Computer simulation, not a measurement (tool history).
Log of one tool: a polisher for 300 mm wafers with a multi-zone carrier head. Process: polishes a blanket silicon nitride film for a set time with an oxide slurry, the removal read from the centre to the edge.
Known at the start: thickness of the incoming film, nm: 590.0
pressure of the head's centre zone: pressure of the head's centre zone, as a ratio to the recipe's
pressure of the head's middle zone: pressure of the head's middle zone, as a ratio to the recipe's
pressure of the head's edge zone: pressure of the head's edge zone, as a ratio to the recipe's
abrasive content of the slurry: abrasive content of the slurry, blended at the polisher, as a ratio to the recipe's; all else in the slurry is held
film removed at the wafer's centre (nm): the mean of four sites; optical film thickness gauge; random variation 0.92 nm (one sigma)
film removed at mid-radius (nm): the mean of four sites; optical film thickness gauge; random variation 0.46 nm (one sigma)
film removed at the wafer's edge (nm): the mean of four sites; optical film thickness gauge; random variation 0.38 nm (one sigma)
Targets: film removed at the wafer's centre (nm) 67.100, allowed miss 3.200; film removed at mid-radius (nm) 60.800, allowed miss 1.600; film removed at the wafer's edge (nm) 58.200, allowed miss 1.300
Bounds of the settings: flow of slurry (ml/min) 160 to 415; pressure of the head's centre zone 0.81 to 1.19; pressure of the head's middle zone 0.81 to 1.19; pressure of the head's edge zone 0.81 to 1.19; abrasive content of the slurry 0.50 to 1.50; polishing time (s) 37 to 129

run,hour,flow of slurry (ml/min),pressure of the head's centre zone,pressure of the head's middle zone,pressure of the head's edge zone,abrasive content of the slurry,polishing time (s),film removed at the wafer's centre (nm),film removed at mid-radius (nm),film removed at the wafer's edge (nm)
1,0.0,265,1.00,1.00,1.00,1.00,83,47.963,47.694,48.741
2,4.5,285,1.05,1.03,1.03,1.05,83,51.383,50.450,50.412
3,6.2,285,1.05,1.03,0.99,1.05,83,50.735,50.334,49.893
4,11.3,285,1.05,1.03,0.93,1.05,83,51.429,50.880,47.777
5,14.2,295,1.09,1.04,0.95,1.15,83,57.141,53.201,50.790
6,17.8,335,1.09,1.04,0.95,1.15,83,57.048,53.841,50.476
7,22.9,335,1.11,1.06,0.98,1.20,83,57.482,55.741,53.629
8,26.8,335,1.13,1.06,0.97,1.25,83,60.267,56.755,53.228
9,30.3,335,1.14,1.06,0.98,1.30,83,61.638,57.920,54.474

4 next moves are on the table. One of them brings every result within its allowed miss. Which?
A,33.8,295,1.15,0.97,1.04,1.20,92,?,?,?
B,33.8,295,1.11,1.09,0.92,1.40,79,?,?,?
C,33.8,385,1.14,1.17,1.01,1.40,76,?,?,?
D,33.8,315,1.14,1.04,0.97,1.15,94,?,?,?

move,film removed at the wafer's centre (nm),film removed at mid-radius (nm),film removed at the wafer's edge (nm)
A,67.094,56.921,59.816
B,59.286,57.396,51.426
C,60.044,60.037,52.582
D,67.268,60.971,58.256
A: takes the result that was furthest off past its target
B: further off than the last run
C: further off than the last run
D: meets every target
Answer: D

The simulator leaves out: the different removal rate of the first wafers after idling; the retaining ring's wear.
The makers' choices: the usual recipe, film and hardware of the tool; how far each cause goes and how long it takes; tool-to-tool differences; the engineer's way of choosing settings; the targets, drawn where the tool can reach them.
